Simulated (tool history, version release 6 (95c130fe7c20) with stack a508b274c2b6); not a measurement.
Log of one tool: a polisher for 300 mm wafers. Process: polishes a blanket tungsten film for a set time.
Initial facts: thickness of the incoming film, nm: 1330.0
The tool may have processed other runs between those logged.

| run | day | flow of slurry (ml/min) | pressure of the wafer on the pad (kPa) | speed of the pad under the wafer (m/s) | abrasive content of the slurry | polishing time (s) | film removed (Å) |
|---|---|---|---|---|---|---|---|
| 1 | 0 | 270 | 29.6 | 0.9 | 1 | 23 | 1367.1 |
| 2 | 0.267 | 270 | 29.6 | 0.9 | 1 | 20 | 1193.5 |
| 3 | 0.538 | 270 | 29.6 | 0.9 | 1.15 | 20 | 1233.6 |
| 4 | 0.783 | 270 | 22.8 | 0.9 | 1.15 | 20 | 952.41 |
| 5 | 1.046 | 270 | 27.6 | 0.9 | 1.15 | 20 | 1144.9 |
| 6 | 1.312 | 270 | 31 | 0.9 | 1.15 | 20 | 1277.5 |
| 7 | 1.475 | 270 | 33.1 | 0.9 | 1.15 | 20 | 1342.9 |
| 8 | 1.812 | 270 | 35.2 | 0.9 | 1.15 | 20 | 1441.3 |

Estimate the outcome of run 9 from the log above:
| 9 | 2.162 | 270 | 36.5 | 0.9 | 1.15 | 20 | ? |

{"run 9": {"film removed (Å)": 1482.5}}
